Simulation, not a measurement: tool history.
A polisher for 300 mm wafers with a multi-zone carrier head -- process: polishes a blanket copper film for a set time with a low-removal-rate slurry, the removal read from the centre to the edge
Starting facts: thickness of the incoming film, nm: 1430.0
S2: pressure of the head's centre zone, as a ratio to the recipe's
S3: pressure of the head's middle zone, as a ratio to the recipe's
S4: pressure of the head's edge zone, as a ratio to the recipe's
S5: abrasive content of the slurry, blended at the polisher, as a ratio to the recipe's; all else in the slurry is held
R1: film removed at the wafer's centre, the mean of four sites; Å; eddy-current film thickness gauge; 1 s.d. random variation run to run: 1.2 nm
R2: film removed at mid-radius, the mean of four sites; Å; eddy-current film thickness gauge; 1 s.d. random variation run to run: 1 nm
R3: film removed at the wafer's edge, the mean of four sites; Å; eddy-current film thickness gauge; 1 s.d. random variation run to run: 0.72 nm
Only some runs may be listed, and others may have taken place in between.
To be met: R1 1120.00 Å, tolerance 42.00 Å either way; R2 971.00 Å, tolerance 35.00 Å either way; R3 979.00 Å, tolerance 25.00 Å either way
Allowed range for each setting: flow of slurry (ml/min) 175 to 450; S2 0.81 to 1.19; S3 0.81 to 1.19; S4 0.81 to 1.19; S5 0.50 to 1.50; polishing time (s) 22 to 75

Run 1, hour 0.0: flow of slurry (ml/min) 290, S2 1.00, S3 1.00, S4 1.00, S5 1.00, polishing time (s) 48. Result: R1 1181.30 Å, R2 1167.80 Å, R3 1180.70 Å.
Run 2, hour 5.9: flow of slurry (ml/min) 230, S2 1.00, S3 1.00, S4 1.00, S5 1.00, polishing time (s) 48. Result: R1 1140.20 Å, R2 1139.80 Å, R3 1149.70 Å.
Run 3, hour 8.8: flow of slurry (ml/min) 230, S2 1.01, S3 0.99, S4 0.98, S5 0.95, polishing time (s) 48. Result: R1 1160.00 Å, R2 1115.40 Å, R3 1136.70 Å.
Run 4, hour 11.6: flow of slurry (ml/min) 230, S2 1.01, S3 0.92, S4 0.98, S5 0.95, polishing time (s) 48. Result: R1 1139.10 Å, R2 1068.00 Å, R3 1139.70 Å.
Run 5, hour 16.4: flow of slurry (ml/min) 230, S2 0.96, S3 0.92, S4 0.98, S5 0.95, polishing time (s) 48. Result: R1 1086.60 Å, R2 1071.60 Å, R3 1147.10 Å.
Run 6, hour 19.0: flow of slurry (ml/min) 230, S2 0.97, S3 0.92, S4 0.96, S5 0.90, polishing time (s) 48. Result: R1 1079.40 Å, R2 1052.90 Å, R3 1120.20 Å.
Run 7, hour 27.6: flow of slurry (ml/min) 230, S2 0.98, S3 0.92, S4 0.94, S5 0.85, polishing time (s) 48. Result: R1 1091.60 Å, R2 1025.70 Å, R3 1095.80 Å.
Run 8, hour 32.3: flow of slurry (ml/min) 230, S2 0.99, S3 0.93, S4 0.92, S5 0.85, polishing time (s) 48. Result: R1 1088.00 Å, R2 1028.70 Å, R3 1078.40 Å.
Run 9, hour 34.8: flow of slurry (ml/min) 230, S2 1.00, S3 0.93, S4 0.90, S5 0.85, polishing time (s) 48. Result: R1 1116.80 Å, R2 1045.00 Å, R3 1064.70 Å.
Run 10, hour 41.9: flow of slurry (ml/min) 220, S2 1.03, S3 0.86, S4 0.81, S5 0.70, polishing time (s) 47. Result: R1 1053.90 Å, R2 940.77 Å, R3 962.35 Å.
Run 11, hour 47.3: flow of slurry (ml/min) 225, S2 1.04, S3 0.86, S4 0.81, S5 0.70, polishing time (s) 47. Result: R1 1075.50 Å, R2 933.86 Å, R3 963.43 Å.

Which single option among these 5 for the next run brings every result within its allowed miss of target? Just one does.
Run A, hour 52.7: flow of slurry (ml/min) 195, S2 0.98, S3 0.83, S4 0.84, S5 0.75, polishing time (s) 48. Result: R1 ?, R2 ?, R3 ?.
Run B, hour 52.7: flow of slurry (ml/min) 180, S2 1.04, S3 0.82, S4 0.89, S5 0.55, polishing time (s) 50. Result: R1 ?, R2 ?, R3 ?.
Run C, hour 52.7: flow of slurry (ml/min) 225, S2 1.05, S3 0.83, S4 0.83, S5 0.80, polishing time (s) 46. Result: R1 ?, R2 ?, R3 ?.
Run D, hour 52.7: flow of slurry (ml/min) 190, S2 1.06, S3 0.89, S4 0.81, S5 0.60, polishing time (s) 50. Result: R1 ?, R2 ?, R3 ?.
Run E, hour 52.7: flow of slurry (ml/min) 220, S2 0.97, S3 0.90, S4 0.82, S5 0.65, polishing time (s) 47. Result: R1 ?, R2 ?, R3 ?.

move       R1      R2      R3
   A  1021.00  903.84  991.28
   B  1049.40  868.82  990.10
   C  1086.60  894.90  971.54
   D  1098.30  943.20  970.20
   E   981.75  927.25  945.55
A: misses by more than the last run did
B: misses by more than the last run did
C: misses by more than the last run did
D: in spec on every target
E: misses by more than the last run did
Move D is the one to make.
